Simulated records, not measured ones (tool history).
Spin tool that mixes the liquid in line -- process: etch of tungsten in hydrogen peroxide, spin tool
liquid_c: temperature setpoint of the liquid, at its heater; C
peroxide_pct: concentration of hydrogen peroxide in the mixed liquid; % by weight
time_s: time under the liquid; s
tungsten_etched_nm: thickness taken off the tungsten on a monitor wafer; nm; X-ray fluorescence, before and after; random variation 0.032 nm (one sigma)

run	hour	liquid_c	peroxide_pct	time_s	tungsten_etched_nm
1	0	44	19	15	8.3312
2	2.7	39.5	19	15	6.2288
3	8	39.5	19	15	6.1687
4	12	38.5	19	15	5.7617
5	19.7	45.5	19	15	9.1442
6	20.7	43.5	19	15	7.9639
7	22.9	35.5	19	15	4.7821

Expected results for the next run?
8	27	34.5	19	15	?

{"run 8": {"tungsten_etched_nm": 4.4434}}

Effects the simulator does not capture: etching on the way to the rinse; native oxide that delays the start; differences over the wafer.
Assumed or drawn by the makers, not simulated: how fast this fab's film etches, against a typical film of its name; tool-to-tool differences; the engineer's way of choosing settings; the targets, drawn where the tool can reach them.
